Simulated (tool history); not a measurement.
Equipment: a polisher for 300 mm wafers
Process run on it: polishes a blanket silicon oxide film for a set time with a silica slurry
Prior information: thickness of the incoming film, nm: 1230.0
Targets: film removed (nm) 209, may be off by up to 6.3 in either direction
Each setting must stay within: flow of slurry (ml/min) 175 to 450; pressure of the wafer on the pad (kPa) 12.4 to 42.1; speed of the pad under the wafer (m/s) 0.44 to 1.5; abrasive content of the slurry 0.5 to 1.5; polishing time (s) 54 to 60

| run | day | flow of slurry (ml/min) | pressure of the wafer on the pad (kPa) | speed of the pad under the wafer (m/s) | abrasive content of the slurry | polishing time (s) | film removed (nm) |
|---|---|---|---|---|---|---|---|
| 1 | 0 | 290 | 26.9 | 0.96 | 1 | 60 | 169.9 |
| 2 | 0.142 | 290 | 26.9 | 0.96 | 1.1 | 60 | 175.4 |
| 3 | 0.4 | 290 | 28.3 | 0.96 | 1.1 | 60 | 183.77 |
| 4 | 0.617 | 290 | 28.3 | 0.72 | 1.1 | 60 | 146.44 |
| 5 | 0.904 | 290 | 28.3 | 0.72 | 1.1 | 60 | 146.01 |
| 6 | 0.958 | 225 | 28.3 | 0.72 | 1.1 | 60 | 144.8 |
| 7 | 1.004 | 225 | 31 | 0.72 | 1.1 | 60 | 158.51 |
| 8 | 1.325 | 225 | 33.1 | 0.72 | 1.1 | 60 | 169.74 |
| 9 | 1.471 | 225 | 34.5 | 0.72 | 1.1 | 60 | 172.78 |
| 10 | 1.838 | 225 | 35.9 | 0.72 | 1.1 | 60 | 181.87 |
| 11 | 2.067 | 225 | 37.2 | 0.72 | 1.1 | 60 | 187.6 |
| 12 | 2.267 | 225 | 37.9 | 0.72 | 1.1 | 60 | 190.81 |
| 13 | 2.425 | 225 | 38.6 | 0.72 | 1.1 | 60 | 196.04 |
| 14 | 2.588 | 225 | 39.3 | 0.72 | 1.1 | 60 | 198.78 |

Exactly one of the 5 candidate moves below puts every result within its allowed miss. Which one?
| A | 2.75 | 200 | 42.1 | 0.86 | 1.1 | 56 | ? |
| B | 2.75 | 200 | 41.4 | 0.74 | 1.4 | 58 | ? |
| C | 2.75 | 175 | 42.1 | 1 | 0.9 | 55 | ? |
| D | 2.75 | 210 | 41.4 | 0.62 | 1.5 | 60 | ? |
| E | 2.75 | 190 | 41.4 | 0.7 | 1.1 | 57 | ? |

| move | film removed (nm) |
|---|---|
| A | 223.91 |
| B | 221.59 |
| C | 225.52 |
| D | 204.68 |
| E | 189.33 |
A: takes the result that was furthest off past its target
B: takes the result that was furthest off past its target
C: takes the result that was furthest off past its target
D: hits every target within its allowed miss
E: its largest miss is bigger than the last run's
The move that meets every target is D.

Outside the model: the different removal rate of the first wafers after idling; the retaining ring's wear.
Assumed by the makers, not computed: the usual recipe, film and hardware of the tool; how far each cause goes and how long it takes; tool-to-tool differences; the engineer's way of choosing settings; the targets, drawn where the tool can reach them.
